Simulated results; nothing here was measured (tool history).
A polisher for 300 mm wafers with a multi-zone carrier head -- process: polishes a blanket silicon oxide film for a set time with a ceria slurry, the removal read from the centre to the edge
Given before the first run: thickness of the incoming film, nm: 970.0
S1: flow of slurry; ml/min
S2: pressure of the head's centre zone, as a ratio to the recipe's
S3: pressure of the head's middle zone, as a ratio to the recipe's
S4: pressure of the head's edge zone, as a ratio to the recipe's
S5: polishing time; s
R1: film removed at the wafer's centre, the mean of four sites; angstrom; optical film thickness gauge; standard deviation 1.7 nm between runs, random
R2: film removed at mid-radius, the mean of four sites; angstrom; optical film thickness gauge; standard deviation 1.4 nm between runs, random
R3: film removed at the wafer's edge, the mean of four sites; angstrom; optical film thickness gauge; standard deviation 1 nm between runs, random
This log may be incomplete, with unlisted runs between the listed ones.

run,day,S1,S2,S3,S4,S5,R1,R2,R3
1,0,290,1,1,1,86,2483.5,2498.3,2469
2,0.146,290,1,1,1,107,3110.2,3135.7,3027.3
3,0.258,290,1,1,1.03,107,3237.2,3157.8,3129.7
4,0.554,290,0.94,1,1.03,107,3023.2,3125.8,3090.9
5,0.821,290,1.02,1,1.03,107,3309.3,3143.9,3112.5
6,0.942,290,1.02,1,1.1,107,3175,3144,3239
7,1.175,265,0.98,1,1.04,93,2716.4,2732.3,2663.5
8,1.325,245,0.95,0.98,0.99,82,2254.9,2315.1,2292.4
9,1.521,230,0.93,0.98,0.95,73,1977.2,2010.2,1998.5
10,1.771,220,0.91,1,0.92,66,1728,1856.4,1780.2
11,1.879,215,0.91,1.01,0.9,61,1608.6,1709.5,1631.2
12,2.158,215,0.9,1.03,0.88,58,1517.2,1675.8,1526.2
13,2.367,215,0.89,1.03,0.87,55,1384.3,1610.3,1442.3
14,2.4,215,0.89,1.03,0.86,53,1339.1,1512.8,1375.7
15,2.442,215,0.89,1.03,0.85,52,1322.4,1510.4,1346.9

What will run 16 give?
16,2.571,215,0.89,1.03,0.84,51,?,?,?

R1: 1301.1 angstrom
R2: 1463.8 angstrom
R3: 1307.8 angstrom
